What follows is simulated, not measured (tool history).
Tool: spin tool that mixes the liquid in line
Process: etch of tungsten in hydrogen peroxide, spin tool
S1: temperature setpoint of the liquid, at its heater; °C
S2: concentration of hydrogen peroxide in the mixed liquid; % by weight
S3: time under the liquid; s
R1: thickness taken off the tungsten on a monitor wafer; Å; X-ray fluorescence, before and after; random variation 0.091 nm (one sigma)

run	hour	S1	S2	S3	R1
1	0.0	46.0	22.5	15	278.88
2	3.8	53.0	22.5	15	428.77
3	11.2	53.0	27.0	15	470.19
4	16.6	53.0	22.0	15	422.94
5	18.5	53.0	17.0	15	373.84
6	20.3	50.0	17.0	15	310.61
7	24.2	47.5	17.0	15	268.49

The next listed run, before its measurement:
8	29.8	45.5	17.0	15	?

Run 8 gave R1 234.12 Å.
